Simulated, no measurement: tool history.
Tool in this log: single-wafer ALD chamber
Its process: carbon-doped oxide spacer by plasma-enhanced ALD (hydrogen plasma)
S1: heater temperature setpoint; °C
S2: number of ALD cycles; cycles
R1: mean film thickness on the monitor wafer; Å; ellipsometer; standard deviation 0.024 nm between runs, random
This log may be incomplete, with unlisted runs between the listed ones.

{"run": 1, "day": 0.0, "S1": 395, "S2": 246, "R1": 107.65}
{"run": 2, "day": 0.05, "S1": 401, "S2": 246, "R1": 105.89}
{"run": 3, "day": 0.267, "S1": 402, "S2": 242, "R1": 104.21}
{"run": 4, "day": 0.525, "S1": 402, "S2": 264, "R1": 113.5}
{"day": 0.625, "done": "thermocouple changed; heater temperature recalibrated"}
{"run": 5, "day": 0.625, "S1": 402, "S2": 279, "R1": 120.81}
{"run": 6, "day": 0.671, "S1": 402, "S2": 267, "R1": 115.93}
{"run": 7, "day": 0.779, "S1": 402, "S2": 258, "R1": 112.25}
{"run": 8, "day": 0.904, "S1": 402, "S2": 251, "R1": 109.27}

What does the tool deliver on the next run?
{"run": 9, "day": 1.092, "S1": 402, "S2": 245, "R1": "?"}

{"run 9": {"R1": 105.68}}

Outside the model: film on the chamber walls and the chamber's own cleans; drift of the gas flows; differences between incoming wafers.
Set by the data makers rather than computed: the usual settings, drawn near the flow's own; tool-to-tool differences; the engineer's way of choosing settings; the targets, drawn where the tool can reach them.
